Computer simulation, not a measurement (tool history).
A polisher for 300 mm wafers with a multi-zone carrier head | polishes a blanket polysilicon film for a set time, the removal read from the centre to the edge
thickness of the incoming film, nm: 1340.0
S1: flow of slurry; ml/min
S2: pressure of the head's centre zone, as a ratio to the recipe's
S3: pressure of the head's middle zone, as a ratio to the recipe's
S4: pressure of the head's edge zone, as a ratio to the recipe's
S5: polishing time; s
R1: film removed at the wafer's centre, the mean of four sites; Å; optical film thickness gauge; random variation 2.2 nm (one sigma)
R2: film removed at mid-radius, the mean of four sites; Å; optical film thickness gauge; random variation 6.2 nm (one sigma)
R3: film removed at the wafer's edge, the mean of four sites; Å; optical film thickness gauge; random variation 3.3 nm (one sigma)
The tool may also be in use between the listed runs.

run 1 day=0 | S1=220 S2=1 S3=1 S4=1 S5=41 | R1=5258.8 R2=5600.7 R3=5333.9
run 2 day=0.267 | S1=210 S2=0.95 S3=1.02 S4=0.96 S5=39 | R1=4727.5 R2=5499.8 R3=4972.6
run 3 day=0.479 | S1=200 S2=0.92 S3=1.02 S4=0.93 S5=37 | R1=4337.9 R2=4996.1 R3=4685.9
run 4 day=0.696 | S1=200 S2=0.92 S3=1.02 S4=0.93 S5=31 | R1=3624.5 R2=4222.3 R3=3896.4
run 5 day=0.888 | S1=200 S2=0.92 S3=1.1 S4=0.93 S5=31 | R1=3643.8 R2=4410.3 R3=3935.3
run 6 day=1.229 | S1=225 S2=0.92 S3=1.1 S4=0.93 S5=31 | R1=3718.1 R2=4508.3 R3=3996.8

The next listed run, before its measurement:
run 7 day=1.558 | S1=185 S2=0.86 S3=1.19 S4=0.91 S5=31 | R1=? R2=? R3=?

Run 7 gave R1 3355.9 Å, R2 4802.8 Å, R3 3840.3 Å.

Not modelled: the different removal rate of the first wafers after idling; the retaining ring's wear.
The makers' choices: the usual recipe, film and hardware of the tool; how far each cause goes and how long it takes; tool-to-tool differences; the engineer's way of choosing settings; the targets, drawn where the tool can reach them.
